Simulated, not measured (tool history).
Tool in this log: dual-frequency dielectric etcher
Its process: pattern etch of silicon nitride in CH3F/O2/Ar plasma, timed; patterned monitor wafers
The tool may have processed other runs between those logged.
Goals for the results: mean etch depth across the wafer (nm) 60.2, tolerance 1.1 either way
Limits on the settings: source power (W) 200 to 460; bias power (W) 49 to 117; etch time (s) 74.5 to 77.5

run	hour	source power (W)	bias power (W)	etch time (s)	mean etch depth across the wafer (nm)
1	0	330	83	74.5	47.991
2	2.8	350	87	74.5	50.348
3	4.3	370	89	74.5	51.757
4	5.8	380	91	74.5	52.989
5	10.6	380	96	74.5	53.757
6	13	440	96	74.5	57.212
7	15.9	440	97	74.5	57.479
8	21.6	440	97	74.5	57.17
9	26.5	440	98	74.5	57.003
10	34.1	440	100	74.5	58.046

Of the 5 settings listed for the next run, only one would bring every result within its allowed miss of target. Which one?
A	41.7	460	116	75.5	?
B	41.7	430	99	74.5	?
C	41.7	440	111	77	?
D	41.7	460	107	74.5	?
E	41.7	390	96	76	?

move	mean etch depth across the wafer (nm)
A	63.673
B	57.549
C	62.744
D	60.878
E	55.849
A: moves the result that the last run missed by most past its target, out the other side
B: moves away from the targets compared with the last run
C: moves the result that the last run missed by most past its target, out the other side
D: hits every target within its allowed miss
E: moves away from the targets compared with the last run
Correct choice: D, which meets every target
